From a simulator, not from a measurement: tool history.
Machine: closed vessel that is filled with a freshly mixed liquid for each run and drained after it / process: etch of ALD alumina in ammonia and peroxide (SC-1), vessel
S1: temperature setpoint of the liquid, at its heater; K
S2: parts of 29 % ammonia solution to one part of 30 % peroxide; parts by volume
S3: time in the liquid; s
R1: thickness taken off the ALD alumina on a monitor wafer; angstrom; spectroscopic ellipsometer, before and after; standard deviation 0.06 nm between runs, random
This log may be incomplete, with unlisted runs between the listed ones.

run 1 hour=0 | S1=327.15 S2=0.5 S3=80 | R1=77.466
run 2 hour=8 | S1=327.15 S2=0.65 S3=80 | R1=79.04
run 3 hour=11.2 | S1=327.15 S2=0.75 S3=80 | R1=80.217
run 4 hour=15.3 | S1=327.15 S2=0.75 S3=50 | R1=50.695
run 5 hour=20.8 | S1=329.65 S2=0.7 S3=50 | R1=57.416
run 6 hour=22.4 | S1=329.65 S2=0.7 S3=80 | R1=91.915
run 7 hour=24.7 | S1=330.65 S2=0.7 S3=80 | R1=95.816
run 8 hour=28.6 | S1=331.65 S2=0.7 S3=80 | R1=100.75
run 9 hour=29.3 | S1=332.65 S2=0.7 S3=80 | R1=106.1
run 10 hour=35 | S1=333.15 S2=0.7 S3=80 | R1=110.29
run 11 hour=37.9 | S1=333.65 S2=0.7 S3=80 | R1=113.16

Run 12 comes next. What will it give?
run 12 hour=42.4 | S1=334.15 S2=0.7 S3=80 | R1=?

{"run 12": {"R1": 115.82}}
